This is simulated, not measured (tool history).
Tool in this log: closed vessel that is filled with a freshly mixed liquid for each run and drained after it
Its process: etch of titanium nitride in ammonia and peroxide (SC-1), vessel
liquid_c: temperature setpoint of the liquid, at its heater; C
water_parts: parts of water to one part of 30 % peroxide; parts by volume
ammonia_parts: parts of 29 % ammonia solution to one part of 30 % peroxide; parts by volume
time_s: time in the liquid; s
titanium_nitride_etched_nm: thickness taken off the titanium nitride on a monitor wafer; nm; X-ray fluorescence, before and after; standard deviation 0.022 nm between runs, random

run,day,liquid_c,water_parts,ammonia_parts,time_s,titanium_nitride_etched_nm
1,0.000,55.0,9.5,0.65,130,12.4240
2,0.175,53.0,9.5,0.65,130,10.8640
3,0.204,51.5,9.5,0.65,130,9.8064
4,0.396,50.0,9.5,0.65,130,8.8167
5,0.500,49.0,9.5,0.65,130,8.2758
6,0.533,48.5,9.5,0.65,130,7.9505

The next listed run, before its measurement:
7,0.838,48.0,9.5,0.65,130,?

Run 7 measured titanium_nitride_etched_nm 7.6913 nm.

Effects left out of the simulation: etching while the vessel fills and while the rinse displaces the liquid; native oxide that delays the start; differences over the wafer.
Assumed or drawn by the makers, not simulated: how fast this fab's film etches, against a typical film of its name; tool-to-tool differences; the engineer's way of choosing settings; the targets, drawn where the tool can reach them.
